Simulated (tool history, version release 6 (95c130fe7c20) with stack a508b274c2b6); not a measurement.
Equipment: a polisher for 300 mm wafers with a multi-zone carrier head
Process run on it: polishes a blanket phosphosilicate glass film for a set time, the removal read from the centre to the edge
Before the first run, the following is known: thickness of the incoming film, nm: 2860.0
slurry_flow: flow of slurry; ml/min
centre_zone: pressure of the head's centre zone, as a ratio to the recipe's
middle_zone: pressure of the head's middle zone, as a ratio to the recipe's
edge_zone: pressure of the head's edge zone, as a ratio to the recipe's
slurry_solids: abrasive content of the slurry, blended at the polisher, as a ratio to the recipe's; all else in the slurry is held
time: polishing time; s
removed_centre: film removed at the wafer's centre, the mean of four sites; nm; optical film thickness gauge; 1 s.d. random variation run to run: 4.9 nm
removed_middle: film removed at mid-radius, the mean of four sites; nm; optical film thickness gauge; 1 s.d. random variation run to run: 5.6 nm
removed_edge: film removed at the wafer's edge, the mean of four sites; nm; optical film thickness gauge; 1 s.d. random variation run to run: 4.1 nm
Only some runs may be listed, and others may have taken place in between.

run,hour,slurry_flow,centre_zone,middle_zone,edge_zone,slurry_solids,time,removed_centre,removed_middle,removed_edge
1,0,150,1,1,1,1,81,579.5,604.94,608.02
2,8.7,150,0.92,1,1,1,81,519.55,605.35,597.27
3,16.8,150,0.92,1,0.96,1,81,537.24,611.37,585.53
4,21.2,150,0.92,1,0.96,1.15,81,577.81,632.55,625.33
5,24.5,150,0.92,1,1.04,1.15,81,557.21,662.6,649.96
6,28.6,150,0.99,1,1.04,1.15,81,594.13,654.82,654.76
7,31.1,140,0.94,1.01,1.02,0.95,80,509.96,596.29,578.07
8,36.6,140,0.94,1.01,1.02,0.95,80,519.24,585.47,578.5
9,39.3,145,0.91,1.02,1.02,0.8,79,456.1,534.57,527.82
10,45.7,115,0.81,1.02,0.92,0.65,79,338.76,456.21,427.59
11,50.3,125,0.82,1.02,0.93,0.65,79,344.27,454.67,432.42
12,54.7,150,0.85,1.06,0.97,0.7,79,396.41,523.91,476.37

For run 13, what comes out?
13,61.6,140,0.85,1.05,0.96,0.7,79,?,?,?

For run 13 the tool returned removed_centre 382.25 nm, removed_middle 490.59 nm, removed_edge 468.12 nm.
